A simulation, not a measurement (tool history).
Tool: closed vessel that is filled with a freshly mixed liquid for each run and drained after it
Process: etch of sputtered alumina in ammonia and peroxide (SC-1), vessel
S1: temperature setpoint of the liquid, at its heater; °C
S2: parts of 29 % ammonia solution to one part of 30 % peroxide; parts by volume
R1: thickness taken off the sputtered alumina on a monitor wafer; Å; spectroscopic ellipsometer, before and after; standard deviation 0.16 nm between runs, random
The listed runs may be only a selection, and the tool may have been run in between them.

run 1 hour=0 | S1=56 S2=0.4 time_in_the_liquid_(s)=470 | R1=377.14
run 2 hour=8.8 | S1=53 S2=0.4 time_in_the_liquid_(s)=470 | R1=321.52
run 3 hour=17.7 | S1=48.5 S2=0.4 time_in_the_liquid_(s)=470 | R1=253.78
run 4 hour=24.8 | S1=48.5 S2=0.4 time_in_the_liquid_(s)=470 | R1=250.76
run 5 hour=27.7 | S1=47.5 S2=0.4 time_in_the_liquid_(s)=470 | R1=239.24
run 6 hour=28.7 | S1=47.5 S2=0.45 time_in_the_liquid_(s)=470 | R1=241.26
run 7 hour=33.6 | S1=46.5 S2=0.45 time_in_the_liquid_(s)=470 | R1=226.15

Run 8 is up next; what results do you expect?
run 8 hour=40.4 | S1=46 S2=0.45 time_in_the_liquid_(s)=470 | R1=?

Run 8 measured R1 222.63 Å.
